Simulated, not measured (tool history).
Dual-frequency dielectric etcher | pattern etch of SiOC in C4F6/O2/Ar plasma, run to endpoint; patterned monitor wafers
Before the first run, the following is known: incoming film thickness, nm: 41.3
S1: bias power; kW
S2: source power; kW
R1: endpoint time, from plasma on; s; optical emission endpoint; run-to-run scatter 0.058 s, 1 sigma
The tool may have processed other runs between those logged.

Run 1, hour 0: S1 0.351 kW, S2 0.39 kW. Result: R1 14.914 s.
Run 2, hour 1.3: S1 0.351 kW, S2 0.45 kW. Result: R1 14.332 s.
Run 3, hour 8.3: S1 0.331 kW, S2 0.44 kW. Result: R1 14.836 s.
Run 4, hour 13: S1 0.317 kW, S2 0.44 kW. Result: R1 15.126 s.
Run 5, hour 17.8: S1 0.317 kW, S2 0.49 kW. Result: R1 14.582 s.
Run 6, hour 23.7: S1 0.317 kW, S2 0.46 kW. Result: R1 14.94 s.
Run 7, hour 24.4: S1 0.317 kW, S2 0.46 kW. Result: R1 14.951 s.

Run 8, settings as shown, results not yet in. Your forecast:
Run 8, hour 32.4: S1 0.305 kW, S2 0.46 kW. Result: R1 ?.

Run 8 came out at R1 15.207 s.
